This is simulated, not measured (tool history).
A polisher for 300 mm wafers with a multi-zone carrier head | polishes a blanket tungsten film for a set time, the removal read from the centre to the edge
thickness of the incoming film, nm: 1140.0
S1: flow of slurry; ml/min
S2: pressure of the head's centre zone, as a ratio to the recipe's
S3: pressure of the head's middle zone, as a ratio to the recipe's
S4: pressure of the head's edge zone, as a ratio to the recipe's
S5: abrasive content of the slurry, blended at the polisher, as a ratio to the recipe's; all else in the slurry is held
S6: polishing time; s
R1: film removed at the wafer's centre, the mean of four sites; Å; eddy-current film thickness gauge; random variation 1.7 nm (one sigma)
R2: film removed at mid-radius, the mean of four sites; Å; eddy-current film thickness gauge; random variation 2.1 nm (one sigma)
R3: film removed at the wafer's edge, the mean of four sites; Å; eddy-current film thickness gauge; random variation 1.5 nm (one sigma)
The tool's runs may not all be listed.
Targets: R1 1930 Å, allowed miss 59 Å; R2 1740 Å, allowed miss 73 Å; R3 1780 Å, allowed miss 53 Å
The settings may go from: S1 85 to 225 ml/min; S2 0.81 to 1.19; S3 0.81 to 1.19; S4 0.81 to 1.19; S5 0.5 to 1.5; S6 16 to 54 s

| run | day | S1 | S2 | S3 | S4 | S5 | S6 | R1 | R2 | R3 |
|---|---|---|---|---|---|---|---|---|---|---|
| 1 | 0 | 145 | 1 | 1 | 1 | 1 | 35 | 2471.8 | 2420.8 | 2429.9 |
| 2 | 0.362 | 145 | 1 | 0.99 | 0.98 | 0.95 | 35 | 2385.9 | 2399.9 | 2432.1 |
| 3 | 0.692 | 145 | 1 | 1.04 | 0.98 | 0.95 | 35 | 2388.6 | 2456.4 | 2426.2 |
| 4 | 0.758 | 145 | 1.02 | 1.03 | 0.97 | 0.9 | 34 | 2288.2 | 2325.6 | 2335.3 |
| 5 | 0.971 | 145 | 1.02 | 1.03 | 1.03 | 0.9 | 34 | 2314.5 | 2292.2 | 2335.7 |
| 6 | 1.325 | 145 | 1.02 | 1.03 | 0.96 | 0.9 | 34 | 2321.6 | 2309.3 | 2302.4 |
| 7 | 1.5 | 130 | 1.09 | 0.97 | 0.88 | 0.65 | 29 | 1847.5 | 1623.2 | 1662.8 |
| 8 | 1.575 | 135 | 1.09 | 0.97 | 0.89 | 0.65 | 29 | 1828.6 | 1655.7 | 1683.5 |
| 9 | 1.904 | 140 | 1.09 | 0.97 | 0.9 | 0.65 | 29 | 1874.1 | 1693.6 | 1664.2 |
| 10 | 1.971 | 140 | 1.09 | 0.97 | 0.91 | 0.65 | 29 | 1856.2 | 1685 | 1706.3 |
| 11 | 2.238 | 140 | 1.09 | 0.97 | 0.91 | 0.65 | 29 | 1885 | 1671 | 1713.8 |

4 next moves are on the table. One of them brings every result within its allowed miss. Which?
| A | 2.504 | 170 | 1.13 | 1.13 | 0.81 | 0.65 | 29 | ? | ? | ? |
| B | 2.504 | 205 | 1.08 | 0.98 | 1.01 | 0.55 | 30 | ? | ? | ? |
| C | 2.504 | 190 | 1.19 | 1.12 | 0.81 | 0.65 | 28 | ? | ? | ? |
| D | 2.504 | 130 | 1.19 | 1 | 0.82 | 0.7 | 29 | ? | ? | ? |

| move | R1 | R2 | R3 |
|---|---|---|---|
| A | 2050.1 | 1968.3 | 1694.6 |
| B | 1952.3 | 1773.2 | 1796 |
| C | 2129.5 | 1923.7 | 1659 |
| D | 2084 | 1759.1 | 1683.9 |
A: further off than the last run
B: meets every target
C: further off than the last run
D: further off than the last run
Move B is the one to make.
